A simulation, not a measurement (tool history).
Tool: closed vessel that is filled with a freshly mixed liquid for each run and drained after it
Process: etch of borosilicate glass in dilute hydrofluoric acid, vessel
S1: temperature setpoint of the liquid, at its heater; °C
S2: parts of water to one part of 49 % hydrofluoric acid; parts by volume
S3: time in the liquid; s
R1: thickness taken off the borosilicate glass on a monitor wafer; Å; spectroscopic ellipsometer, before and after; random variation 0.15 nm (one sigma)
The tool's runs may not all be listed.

Run 1, day 0.000: S1 25.0 °C, S2 115 parts by volume, S3 95 s. Result: R1 295.86 Å.
Run 2, day 0.029: S1 21.5 °C, S2 115 parts by volume, S3 95 s. Result: R1 255.64 Å.
Run 3, day 0.062: S1 23.0 °C, S2 115 parts by volume, S3 95 s. Result: R1 272.85 Å.
Run 4, day 0.121: S1 23.0 °C, S2 115 parts by volume, S3 100 s. Result: R1 289.48 Å.
Run 5, day 0.421: S1 23.0 °C, S2 115 parts by volume, S3 100 s. Result: R1 286.96 Å.
Run 6, day 0.538: S1 24.0 °C, S2 115 parts by volume, S3 100 s. Result: R1 300.33 Å.
Run 7, day 0.858: S1 25.0 °C, S2 115 parts by volume, S3 100 s. Result: R1 309.65 Å.
Run 8, day 0.879: S1 25.5 °C, S2 115 parts by volume, S3 100 s. Result: R1 316.15 Å.

Run 9 comes next. What will it give?
Run 9, day 0.942: S1 26.0 °C, S2 115 parts by volume, S3 100 s. Result: R1 ?.

{"run 9": {"R1": 324.09}}

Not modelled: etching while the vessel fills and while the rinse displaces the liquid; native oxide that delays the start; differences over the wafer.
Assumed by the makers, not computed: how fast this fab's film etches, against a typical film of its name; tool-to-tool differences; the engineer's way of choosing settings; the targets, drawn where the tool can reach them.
